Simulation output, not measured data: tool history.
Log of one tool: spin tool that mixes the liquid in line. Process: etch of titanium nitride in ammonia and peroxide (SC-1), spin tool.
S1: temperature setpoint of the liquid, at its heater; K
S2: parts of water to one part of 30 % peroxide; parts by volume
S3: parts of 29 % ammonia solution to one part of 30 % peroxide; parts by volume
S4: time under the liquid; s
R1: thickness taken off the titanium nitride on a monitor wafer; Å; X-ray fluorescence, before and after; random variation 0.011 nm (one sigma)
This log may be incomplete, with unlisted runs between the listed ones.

| run | hour | S1 | S2 | S3 | S4 | R1 |
|---|---|---|---|---|---|---|
| 1 | 0 | 320.15 | 21 | 0.4 | 100 | 32.521 |
| 2 | 6.7 | 320.15 | 21 | 0.5 | 100 | 34.241 |
| 3 | 8.2 | 319.15 | 21 | 0.5 | 100 | 31.868 |
| 4 | 14.3 | 318.15 | 21 | 0.5 | 100 | 29.692 |
| 5 | 16.1 | 317.65 | 21 | 0.5 | 100 | 28.628 |
| 6 | 18.9 | 317.65 | 21 | 0.6 | 100 | 29.536 |
| 7 | 27.4 | 317.15 | 21 | 0.6 | 100 | 28.559 |
| 8 | 31.8 | 313.15 | 21 | 0.6 | 100 | 21.068 |

What will run 9 give?
| 9 | 38.4 | 313.65 | 21 | 0.6 | 100 | ? |

{"run 9": {"R1": 21.917}}
